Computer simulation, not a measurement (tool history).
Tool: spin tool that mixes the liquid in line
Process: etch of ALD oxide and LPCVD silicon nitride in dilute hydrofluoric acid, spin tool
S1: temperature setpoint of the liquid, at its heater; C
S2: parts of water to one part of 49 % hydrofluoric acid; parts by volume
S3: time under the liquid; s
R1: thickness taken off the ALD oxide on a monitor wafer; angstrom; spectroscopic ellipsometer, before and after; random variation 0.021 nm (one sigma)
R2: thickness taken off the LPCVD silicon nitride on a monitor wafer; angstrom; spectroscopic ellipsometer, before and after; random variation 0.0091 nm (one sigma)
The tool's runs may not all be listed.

Run 1, hour 0.0: S1 25.0 C, S2 145 parts by volume, S3 180 s. Result: R1 121.910 angstrom, R2 6.7900 angstrom.
Run 2, hour 8.3: S1 24.0 C, S2 160 parts by volume, S3 180 s. Result: R1 104.670 angstrom, R2 5.4681 angstrom.
Run 3, hour 14.6: S1 24.0 C, S2 160 parts by volume, S3 105 s. Result: R1 61.274 angstrom, R2 3.2707 angstrom.
Run 4, hour 23.6: S1 24.0 C, S2 165 parts by volume, S3 105 s. Result: R1 59.048 angstrom, R2 3.0405 angstrom.
Run 5, hour 30.9: S1 24.0 C, S2 185 parts by volume, S3 105 s. Result: R1 51.371 angstrom, R2 2.6924 angstrom.
Run 6, hour 35.9: S1 24.0 C, S2 185 parts by volume, S3 60 s. Result: R1 29.535 angstrom, R2 1.4843 angstrom.
Run 7, hour 38.9: S1 24.5 C, S2 180 parts by volume, S3 60 s. Result: R1 30.908 angstrom, R2 1.6850 angstrom.

Forecast run 8:
Run 8, hour 39.7: S1 24.5 C, S2 170 parts by volume, S3 60 s. Result: R1 ?, R2 ?.

R1: 32.954 angstrom
R2: 1.7728 angstrom
